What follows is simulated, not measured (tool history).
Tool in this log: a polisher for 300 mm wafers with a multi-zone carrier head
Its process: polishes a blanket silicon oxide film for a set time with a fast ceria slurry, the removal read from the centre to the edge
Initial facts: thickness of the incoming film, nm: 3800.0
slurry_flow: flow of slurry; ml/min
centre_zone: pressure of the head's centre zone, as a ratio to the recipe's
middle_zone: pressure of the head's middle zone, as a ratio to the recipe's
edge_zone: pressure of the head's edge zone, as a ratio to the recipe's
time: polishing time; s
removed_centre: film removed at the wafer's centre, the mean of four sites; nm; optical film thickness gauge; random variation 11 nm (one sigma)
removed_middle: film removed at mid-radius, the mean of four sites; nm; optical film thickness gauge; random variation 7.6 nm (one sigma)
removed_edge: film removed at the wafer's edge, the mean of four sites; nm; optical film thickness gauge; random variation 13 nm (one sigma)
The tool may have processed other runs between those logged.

run,hour,slurry_flow,centre_zone,middle_zone,edge_zone,time,removed_centre,removed_middle,removed_edge
1,0,155,1,1,1,65,1534.9,1524.7,1526.4
2,5.1,155,1,1,1.08,65,1503.4,1536.9,1615.1
3,8.1,155,0.99,0.99,1.05,62,1444.7,1431.5,1506.7
4,10,155,0.99,0.99,1.05,47,1108.3,1092.2,1147.4
5,10.6,150,0.99,0.99,1.02,47,1088.5,1080.3,1138.3
6,18,150,0.99,0.92,1.02,47,1094.4,1055.7,1161.9
7,26.5,145,0.99,0.93,1,46,1055.4,1021,1092.5
8,35.4,145,0.99,0.93,1,46,1081,1019.4,1092
9,40.9,140,0.99,0.94,0.98,46,1039.2,1012.1,1074.9
10,44,140,1,0.95,0.96,46,1065.3,1021.5,1083.6
11,50.6,140,1.01,0.96,0.94,45,1050.4,1009.7,1046.3
12,56.4,140,1.02,0.97,0.92,45,1059.8,1027.8,1028
13,60.4,135,1.02,0.97,0.91,45,1049.9,1006.5,1023
14,65.3,135,1.02,0.97,0.9,45,1065.2,1005.1,999.02
15,67.1,130,1.02,0.97,0.89,45,1038.8,1002,1010
16,74.2,130,1.02,0.97,0.88,45,1048.9,1014.6,982.84

Forecast run 17:
17,79.9,125,1.02,0.97,0.87,45,?,?,?

{"run 17": {"removed_centre": 1034.1, "removed_middle": 1000, "removed_edge": 976.88}}
